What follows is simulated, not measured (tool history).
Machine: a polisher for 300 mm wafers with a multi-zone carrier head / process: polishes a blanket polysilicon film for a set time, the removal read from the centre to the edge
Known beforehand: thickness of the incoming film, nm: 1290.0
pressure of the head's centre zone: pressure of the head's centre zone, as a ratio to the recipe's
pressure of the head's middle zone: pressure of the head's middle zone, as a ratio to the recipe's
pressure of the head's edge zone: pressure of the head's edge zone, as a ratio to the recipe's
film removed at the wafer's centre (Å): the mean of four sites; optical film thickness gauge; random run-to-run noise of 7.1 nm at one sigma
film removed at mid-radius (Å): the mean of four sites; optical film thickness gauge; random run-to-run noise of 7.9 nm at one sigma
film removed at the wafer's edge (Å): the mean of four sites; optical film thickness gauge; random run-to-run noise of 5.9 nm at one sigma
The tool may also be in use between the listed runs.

run,hour,flow of slurry (ml/min),pressure of the head's centre zone,pressure of the head's middle zone,pressure of the head's edge zone,polishing time (s),film removed at the wafer's centre (Å),film removed at mid-radius (Å),film removed at the wafer's edge (Å)
1,0.0,260,1.00,1.00,1.00,82,4337.7,4364.2,4227.7
2,4.7,260,0.93,1.00,1.00,82,4130.1,4254.6,4219.8
3,7.5,260,0.93,1.00,1.03,82,4085.9,4263.8,4303.6
4,12.8,260,0.93,1.00,0.97,82,4130.8,4153.1,4200.7
5,16.3,260,0.93,1.00,1.05,82,4142.7,4294.4,4368.6
6,22.7,260,0.86,1.00,1.05,82,3858.6,4289.5,4264.1
7,30.3,270,0.90,1.01,1.04,85,4230.9,4515.5,4496.5

Run 8 is up next; what results do you expect?
# hour 35.8: slurry nozzle cleaned
8,35.8,280,0.93,1.01,1.05,87,?,?,?

Run 8 came out at film removed at the wafer's centre (Å) 4627.6, film removed at mid-radius (Å) 4833.5, film removed at the wafer's edge (Å) 4808.6.
